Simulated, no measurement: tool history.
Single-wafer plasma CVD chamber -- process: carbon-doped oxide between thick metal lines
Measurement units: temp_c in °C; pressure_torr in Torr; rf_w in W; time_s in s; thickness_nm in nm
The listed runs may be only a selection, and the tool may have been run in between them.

run 1 hour=0 | temp_c=335 pressure_torr=4.81 rf_w=385 time_s=81 | thickness_nm=356.81
run 2 hour=8.2 | temp_c=335 pressure_torr=4.29 rf_w=385 time_s=81 | thickness_nm=349.51
run 3 hour=16.7 | temp_c=332 pressure_torr=4.77 rf_w=395 time_s=81 | thickness_nm=359.64
run 4 hour=20 | temp_c=332 pressure_torr=4.95 rf_w=415 time_s=81 | thickness_nm=377.71
run 5 hour=25.4 | temp_c=324 pressure_torr=4.95 rf_w=415 time_s=81 | thickness_nm=388.26
run 6 hour=29.5 | temp_c=334 pressure_torr=4.95 rf_w=415 time_s=81 | thickness_nm=372.87
run 7 hour=35.6 | temp_c=330 pressure_torr=5.14 rf_w=420 time_s=81 | thickness_nm=387.34
run 8 hour=36.2 | temp_c=327 pressure_torr=5.29 rf_w=420 time_s=81 | thickness_nm=389.19
run 9 hour=40.9 | temp_c=325 pressure_torr=5.4 rf_w=425 time_s=81 | thickness_nm=398.58
run 10 hour=47.9 | temp_c=324 pressure_torr=5.48 rf_w=425 time_s=81 | thickness_nm=398.57
run 11 hour=51.4 | temp_c=324 pressure_torr=5.48 rf_w=425 time_s=81 | thickness_nm=396.55

Run 12, settings as shown, results not yet in. Your forecast:
run 12 hour=59.7 | temp_c=323 pressure_torr=5.54 rf_w=430 time_s=81 | thickness_nm=?

{"run 12": {"thickness_nm": 401.81}}
